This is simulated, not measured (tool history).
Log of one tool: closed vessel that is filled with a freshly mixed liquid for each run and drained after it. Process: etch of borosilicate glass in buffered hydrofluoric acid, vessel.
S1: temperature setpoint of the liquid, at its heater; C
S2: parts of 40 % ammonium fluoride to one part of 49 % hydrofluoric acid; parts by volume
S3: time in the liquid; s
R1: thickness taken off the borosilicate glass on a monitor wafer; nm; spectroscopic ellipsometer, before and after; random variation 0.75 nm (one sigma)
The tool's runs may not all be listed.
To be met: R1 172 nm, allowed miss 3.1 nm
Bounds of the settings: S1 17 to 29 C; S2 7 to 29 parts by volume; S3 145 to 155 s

run 1 hour=0 | S1=21 S2=18 S3=145 | R1=100.27
run 2 hour=3.9 | S1=23 S2=17.5 S3=145 | R1=114.55
run 3 hour=12.4 | S1=23 S2=17.5 S3=155 | R1=123.22
run 4 hour=18.9 | S1=24.5 S2=17 S3=155 | R1=138.56
run 5 hour=20.9 | S1=24.5 S2=12 S3=155 | R1=193.31
run 6 hour=25.4 | S1=24 S2=12 S3=155 | R1=188.4
run 7 hour=33.9 | S1=23.5 S2=12 S3=155 | R1=183.08
run 8 hour=40.4 | S1=23 S2=12 S3=155 | R1=179.02

4 next moves are on the table. One of them brings every result within its allowed miss. Which?
run A hour=46.9 | S1=24 S2=11 S3=145 | R1=?
run B hour=46.9 | S1=22 S2=11.5 S3=150 | R1=?
run C hour=46.9 | S1=23 S2=10.5 S3=145 | R1=?
run D hour=46.9 | S1=23.5 S2=10.5 S3=145 | R1=?

move=A R1=190.03
move=B R1=168.93
move=C R1=188.56
move=D R1=193.69
A: further off than the last run
B: meets every target
C: further off than the last run
D: further off than the last run
Answer: B

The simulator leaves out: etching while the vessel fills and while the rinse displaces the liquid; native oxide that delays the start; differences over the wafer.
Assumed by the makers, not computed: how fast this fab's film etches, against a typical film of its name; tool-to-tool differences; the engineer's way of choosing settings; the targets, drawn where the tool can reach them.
